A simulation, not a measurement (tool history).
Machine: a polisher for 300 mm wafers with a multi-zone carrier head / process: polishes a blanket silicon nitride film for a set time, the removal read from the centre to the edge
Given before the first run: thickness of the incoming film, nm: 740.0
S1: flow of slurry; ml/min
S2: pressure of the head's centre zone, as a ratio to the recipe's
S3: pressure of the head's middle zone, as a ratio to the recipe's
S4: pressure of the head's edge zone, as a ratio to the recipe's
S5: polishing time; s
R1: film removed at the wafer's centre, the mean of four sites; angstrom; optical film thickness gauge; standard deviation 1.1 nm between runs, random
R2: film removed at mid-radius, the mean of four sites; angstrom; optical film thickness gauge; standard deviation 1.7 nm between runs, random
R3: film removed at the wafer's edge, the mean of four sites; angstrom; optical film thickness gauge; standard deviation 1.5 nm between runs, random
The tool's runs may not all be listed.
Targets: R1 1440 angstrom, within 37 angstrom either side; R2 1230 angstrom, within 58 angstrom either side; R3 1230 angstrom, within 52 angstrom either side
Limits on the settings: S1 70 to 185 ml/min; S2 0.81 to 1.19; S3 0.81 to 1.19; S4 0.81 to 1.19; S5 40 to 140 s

{"run": 1, "day": 0.0, "S1": 120, "S2": 1, "S3": 1, "S4": 1, "S5": 90, "R1": 1563.4, "R2": 1428.5, "R3": 1454.8}
{"run": 2, "day": 0.208, "S1": 120, "S2": 1, "S3": 1, "S4": 1.06, "S5": 90, "R1": 1583.8, "R2": 1460.2, "R3": 1496}
{"run": 3, "day": 0.296, "S1": 135, "S2": 1, "S3": 1, "S4": 1.06, "S5": 90, "R1": 1626.3, "R2": 1479.5, "R3": 1534.2}
{"run": 4, "day": 0.5, "S1": 125, "S2": 1.01, "S3": 0.99, "S4": 1.02, "S5": 89, "R1": 1588.2, "R2": 1448, "R3": 1461}
{"run": 5, "day": 0.867, "S1": 120, "S2": 1.02, "S3": 0.97, "S4": 0.99, "S5": 88, "R1": 1565, "R2": 1388.4, "R3": 1436.4}
{"day": 1.004, "done": "centre zone pressure recalibrated"}
{"run": 6, "day": 1.004, "S1": 120, "S2": 1.02, "S3": 0.97, "S4": 0.91, "S5": 88, "R1": 1467.1, "R2": 1368.6, "R3": 1385.9}
{"run": 7, "day": 1.05, "S1": 115, "S2": 1.04, "S3": 0.97, "S4": 0.9, "S5": 87, "R1": 1475.8, "R2": 1367.7, "R3": 1331.8}
{"run": 8, "day": 1.162, "S1": 110, "S2": 1.05, "S3": 0.95, "S4": 0.89, "S5": 86, "R1": 1463.3, "R2": 1328.2, "R3": 1316.6}

5 candidate next runs follow, results not yet known. Just one meets every target within its allowed miss. Identify it.
{"run": "A", "day": 1.275, "S1": 125, "S2": 1.09, "S3": 0.94, "S4": 0.91, "S5": 80, "R1": "?", "R2": "?", "R3": "?"}
{"run": "B", "day": 1.275, "S1": 105, "S2": 1.07, "S3": 1.1, "S4": 0.82, "S5": 78, "R1": "?", "R2": "?", "R3": "?"}
{"run": "C", "day": 1.275, "S1": 100, "S2": 1.18, "S3": 1.13, "S4": 0.81, "S5": 77, "R1": "?", "R2": "?", "R3": "?"}
{"run": "D", "day": 1.275, "S1": 105, "S2": 1.08, "S3": 1.14, "S4": 0.81, "S5": 77, "R1": "?", "R2": "?", "R3": "?"}
{"run": "E", "day": 1.275, "S1": 105, "S2": 1.01, "S3": 0.92, "S4": 0.94, "S5": 87, "R1": "?", "R2": "?", "R3": "?"}

move=A R1=1446.7 R2=1232.5 R3=1250
move=B R1=1338.9 R2=1331.9 R3=1136.3
move=C R1=1444.2 R2=1333 R3=1108.5
move=D R1=1334.6 R2=1355.7 R3=1115.1
move=E R1=1407.3 R2=1277.6 R3=1351.6
A: every result lands within tolerance
B: misses by more than the last run did
C: misses by more than the last run did
D: misses by more than the last run did
E: brings the last run's worst result on target, with another outside its allowed miss
The move that meets every target is A.
